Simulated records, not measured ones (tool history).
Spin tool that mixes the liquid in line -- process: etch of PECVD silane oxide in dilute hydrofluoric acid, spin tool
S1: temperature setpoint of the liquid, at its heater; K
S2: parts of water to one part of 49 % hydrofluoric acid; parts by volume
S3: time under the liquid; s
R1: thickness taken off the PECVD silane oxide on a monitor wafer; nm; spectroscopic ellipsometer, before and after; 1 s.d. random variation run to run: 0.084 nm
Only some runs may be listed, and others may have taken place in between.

{"run": 1, "hour": 0.0, "S1": 293.15, "S2": 130, "S3": 35, "R1": 10.455}
{"run": 2, "hour": 2.9, "S1": 293.15, "S2": 150, "S3": 35, "R1": 8.8287}
{"run": 3, "hour": 4.5, "S1": 295.65, "S2": 145, "S3": 35, "R1": 10.183}
{"run": 4, "hour": 13.1, "S1": 297.15, "S2": 140, "S3": 35, "R1": 11.081}
{"run": 5, "hour": 18.4, "S1": 298.15, "S2": 135, "S3": 35, "R1": 12.119}
{"run": 6, "hour": 23.0, "S1": 298.15, "S2": 160, "S3": 35, "R1": 9.8963}
{"run": 7, "hour": 31.0, "S1": 299.15, "S2": 150, "S3": 35, "R1": 11.085}
{"run": 8, "hour": 36.8, "S1": 299.65, "S2": 145, "S3": 35, "R1": 11.754}

Forecast run 9:
{"run": 9, "hour": 45.6, "S1": 300.15, "S2": 140, "S3": 35, "R1": "?"}

{"run 9": {"R1": 12.539}}
